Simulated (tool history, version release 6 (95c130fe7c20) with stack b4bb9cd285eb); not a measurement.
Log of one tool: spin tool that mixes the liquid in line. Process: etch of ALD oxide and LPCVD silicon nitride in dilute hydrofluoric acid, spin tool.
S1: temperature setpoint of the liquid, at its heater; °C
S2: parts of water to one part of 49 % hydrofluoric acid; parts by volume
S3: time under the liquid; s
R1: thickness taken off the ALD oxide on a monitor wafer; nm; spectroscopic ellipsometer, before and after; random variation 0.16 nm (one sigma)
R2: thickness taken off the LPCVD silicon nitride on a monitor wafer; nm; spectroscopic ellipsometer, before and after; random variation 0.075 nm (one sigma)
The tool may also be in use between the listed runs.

run    day    S1  S2   S3      R1       R2
  1  0.000  26.0  85  130  22.371  1.06770
  2  0.042  23.5  85  130  20.234  0.89084
  3  0.146  26.0  75  130  25.730  1.19630
  4  0.246  26.0  95  130  19.832  0.96902
  5  0.267  26.0  80  130  23.926  1.13320
  6  0.475  26.0  80   85  15.707  0.76245

Forecast run 7:
  7  0.721  27.5  60  85   ?   ?

Run 7 gave R1 22.750 nm, R2 1.12180 nm.

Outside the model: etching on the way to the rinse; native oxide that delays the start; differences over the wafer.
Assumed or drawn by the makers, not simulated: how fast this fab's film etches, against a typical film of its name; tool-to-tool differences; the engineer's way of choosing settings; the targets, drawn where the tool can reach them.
